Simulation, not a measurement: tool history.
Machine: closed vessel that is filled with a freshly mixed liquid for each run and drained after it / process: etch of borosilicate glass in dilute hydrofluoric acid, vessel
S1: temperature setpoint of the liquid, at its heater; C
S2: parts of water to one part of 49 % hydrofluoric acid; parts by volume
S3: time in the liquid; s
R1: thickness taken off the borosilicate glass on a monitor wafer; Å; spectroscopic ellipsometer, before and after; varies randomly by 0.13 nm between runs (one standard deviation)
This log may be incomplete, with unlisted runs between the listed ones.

run 1 day=0.000 | S1=20.0 S2=115 S3=30 | R1=59.582
run 2 day=0.175 | S1=21.0 S2=110 S3=30 | R1=65.036
run 3 day=0.204 | S1=18.5 S2=110 S3=30 | R1=58.991
run 4 day=0.492 | S1=19.5 S2=105 S3=30 | R1=65.685
run 5 day=0.729 | S1=19.5 S2=105 S3=30 | R1=65.285
run 6 day=0.862 | S1=20.5 S2=100 S3=30 | R1=72.720
run 7 day=0.917 | S1=20.5 S2=100 S3=30 | R1=71.276
run 8 day=1.138 | S1=21.5 S2=95 S3=30 | R1=77.365
run 9 day=1.496 | S1=22.0 S2=90 S3=30 | R1=85.324

What will run 10 give?
run 10 day=1.825 | S1=22.5 S2=85 S3=30 | R1=?

R1: 91.409 Å
